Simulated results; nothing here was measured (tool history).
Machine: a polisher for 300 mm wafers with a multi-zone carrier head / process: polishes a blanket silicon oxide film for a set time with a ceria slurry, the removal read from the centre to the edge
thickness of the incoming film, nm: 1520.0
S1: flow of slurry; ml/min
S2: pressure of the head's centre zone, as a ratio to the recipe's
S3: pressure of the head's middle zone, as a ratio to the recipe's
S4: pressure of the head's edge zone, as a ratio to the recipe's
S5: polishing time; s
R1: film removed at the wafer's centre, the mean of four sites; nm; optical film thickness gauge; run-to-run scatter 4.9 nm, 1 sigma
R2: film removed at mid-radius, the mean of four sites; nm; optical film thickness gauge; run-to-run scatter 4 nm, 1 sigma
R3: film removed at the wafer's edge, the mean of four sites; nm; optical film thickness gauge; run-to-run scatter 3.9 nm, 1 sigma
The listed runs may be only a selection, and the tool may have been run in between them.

{"run": 1, "hour": 0.0, "S1": 300, "S2": 1.0, "S3": 1.0, "S4": 1.0, "S5": 72, "R1": 494.33, "R2": 491.58, "R3": 473.7}
{"run": 2, "hour": 2.5, "S1": 300, "S2": 1.0, "S3": 1.08, "S4": 1.0, "S5": 72, "R1": 486.66, "R2": 519.66, "R3": 471.48}
{"run": 3, "hour": 10.9, "S1": 250, "S2": 1.0, "S3": 1.08, "S4": 1.0, "S5": 72, "R1": 466.7, "R2": 508.23, "R3": 468.66}
{"run": 4, "hour": 13.8, "S1": 265, "S2": 1.0, "S3": 1.09, "S4": 1.01, "S5": 72, "R1": 483.28, "R2": 524.11, "R3": 470.66}
{"run": 5, "hour": 21.6, "S1": 270, "S2": 0.99, "S3": 1.1, "S4": 1.02, "S5": 72, "R1": 476.39, "R2": 524.25, "R3": 473.98}
{"run": 6, "hour": 25.6, "S1": 270, "S2": 0.99, "S3": 1.1, "S4": 1.02, "S5": 54, "R1": 364.85, "R2": 392.95, "R3": 357.23}

Run 7 comes next. What will it give?
{"run": 7, "hour": 28.9, "S1": 275, "S2": 0.99, "S3": 1.12, "S4": 1.04, "S5": 58, "R1": "?", "R2": "?", "R3": "?"}

For run 7 the tool returned R1 382.73 nm, R2 434.54 nm, R3 388.22 nm.

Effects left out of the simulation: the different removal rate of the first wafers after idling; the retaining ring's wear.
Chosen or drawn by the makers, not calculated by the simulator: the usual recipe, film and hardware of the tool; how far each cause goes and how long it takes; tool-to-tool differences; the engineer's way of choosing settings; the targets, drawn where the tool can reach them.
